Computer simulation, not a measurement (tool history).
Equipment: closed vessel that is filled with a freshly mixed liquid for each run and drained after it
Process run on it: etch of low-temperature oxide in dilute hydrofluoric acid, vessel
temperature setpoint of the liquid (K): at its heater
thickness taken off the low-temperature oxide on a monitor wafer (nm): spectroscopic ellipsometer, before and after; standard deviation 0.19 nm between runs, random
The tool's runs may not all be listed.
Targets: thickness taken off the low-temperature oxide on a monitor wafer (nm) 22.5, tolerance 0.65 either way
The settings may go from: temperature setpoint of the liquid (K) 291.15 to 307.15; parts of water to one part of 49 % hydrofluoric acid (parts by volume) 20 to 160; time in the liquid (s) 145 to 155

run    day  temperature setpoint of the liquid (K)  parts of water to one part of 49 % hydrofluoric acid (parts by volume)  time in the liquid (s)  thickness taken off the low-temperature oxide on a monitor wafer (nm)
  1      0                                  299.15                                                                      90                     145                                                                 42.677
  2  0.283                                  297.65                                                                      95                     145                                                                 38.006
  3  0.517                                  299.65                                                                      95                     145                                                                 40.893
  4  0.712                                  299.65                                                                      95                     145                                                                 40.992
  5  1.071                                  299.65                                                                      80                     145                                                                 49.459
  6  1.171                                  302.15                                                                      80                     145                                                                 54.328
  7  1.483                                  302.15                                                                      80                     145                                                                 54.311
  8  1.783                                  302.15                                                                      80                     145                                                                 54.984
  9  2.008                                  299.65                                                                      90                     145                                                                 43.397
 10  2.208                                  295.65                                                                     120                     145                                                                 26.503
 11  2.342                                  294.65                                                                     120                     145                                                                 25.797
 12  2.658                                  294.15                                                                     120                     145                                                                 25.341

Pick the move, out of 5, that brings all results within their allowed miss; only one does.
  A  2.975                                  291.15                                                                     130                     150                                                                      ?
  B  2.975                                  294.65                                                                     135                     145                                                                      ?
  C  2.975                                  298.15                                                                     160                     145                                                                      ?
  D  2.975                                  296.15                                                                     155                     150                                                                      ?
  E  2.975                                  293.65                                                                     145                     150                                                                      ?

move  thickness taken off the low-temperature oxide on a monitor wafer (nm)
   A                                                                  20.92
   B                                                                 22.288
   C                                                                 20.883
   D                                                                   20.8
   E                                                                 20.405
A: takes the result that was furthest off past its target
B: every result within its allowed miss
C: takes the result that was furthest off past its target
D: takes the result that was furthest off past its target
E: takes the result that was furthest off past its target
The right move is B.

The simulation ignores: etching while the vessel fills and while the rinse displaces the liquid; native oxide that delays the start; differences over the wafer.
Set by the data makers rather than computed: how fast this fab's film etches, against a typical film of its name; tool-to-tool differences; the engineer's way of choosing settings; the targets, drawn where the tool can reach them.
